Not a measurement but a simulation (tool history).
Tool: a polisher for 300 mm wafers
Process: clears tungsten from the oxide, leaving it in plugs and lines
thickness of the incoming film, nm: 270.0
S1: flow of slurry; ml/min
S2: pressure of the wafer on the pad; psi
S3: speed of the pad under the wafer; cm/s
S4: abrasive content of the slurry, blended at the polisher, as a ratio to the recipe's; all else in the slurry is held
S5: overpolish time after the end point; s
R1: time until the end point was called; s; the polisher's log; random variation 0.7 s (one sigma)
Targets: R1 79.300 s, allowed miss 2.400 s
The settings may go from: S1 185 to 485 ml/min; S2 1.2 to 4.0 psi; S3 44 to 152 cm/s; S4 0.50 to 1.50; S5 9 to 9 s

Run 1, hour 0.0: S1 310 ml/min, S2 2.6 psi, S3 98 cm/s, S4 1.00, S5 9 s. Result: R1 90.902 s.
Run 2, hour 5.1: S1 310 ml/min, S2 2.3 psi, S3 98 cm/s, S4 1.00, S5 9 s. Result: R1 99.807 s.
Run 3, hour 9.7: S1 310 ml/min, S2 2.4 psi, S3 98 cm/s, S4 1.00, S5 9 s. Result: R1 95.938 s.
Run 4, hour 17.9: S1 310 ml/min, S2 2.4 psi, S3 88 cm/s, S4 1.00, S5 9 s. Result: R1 106.060 s.
Run 5, hour 20.0: S1 310 ml/min, S2 2.4 psi, S3 88 cm/s, S4 0.80, S5 9 s. Result: R1 112.830 s.
Run 6, hour 24.3: S1 310 ml/min, S2 2.4 psi, S3 88 cm/s, S4 0.80, S5 9 s. Result: R1 111.940 s.
Run 7, hour 31.1: S1 310 ml/min, S2 2.6 psi, S3 88 cm/s, S4 0.80, S5 9 s. Result: R1 103.740 s.
Run 8, hour 36.5: S1 310 ml/min, S2 2.8 psi, S3 88 cm/s, S4 0.80, S5 9 s. Result: R1 98.053 s.
Run 9, hour 43.8: S1 310 ml/min, S2 2.9 psi, S3 88 cm/s, S4 0.80, S5 9 s. Result: R1 96.827 s.
Run 10, hour 52.1: S1 310 ml/min, S2 3.0 psi, S3 88 cm/s, S4 0.80, S5 9 s. Result: R1 93.419 s.
Run 11, hour 60.0: S1 310 ml/min, S2 3.1 psi, S3 88 cm/s, S4 0.80, S5 9 s. Result: R1 90.879 s.

Which of these 4 next moves meets every target?
Run A, hour 67.9: S1 270 ml/min, S2 2.3 psi, S3 94 cm/s, S4 0.70, S5 9 s. Result: R1 ?.
Run B, hour 67.9: S1 330 ml/min, S2 3.1 psi, S3 80 cm/s, S4 0.85, S5 9 s. Result: R1 ?.
Run C, hour 67.9: S1 245 ml/min, S2 3.1 psi, S3 104 cm/s, S4 0.75, S5 9 s. Result: R1 ?.
Run D, hour 67.9: S1 310 ml/min, S2 3.0 psi, S3 80 cm/s, S4 0.75, S5 9 s. Result: R1 ?.

move       R1
   A  114.570
   B   98.956
   C   81.069
   D  105.000
A: further off than the last run
B: further off than the last run
C: meets every target
D: further off than the last run
Move C is the one to make.
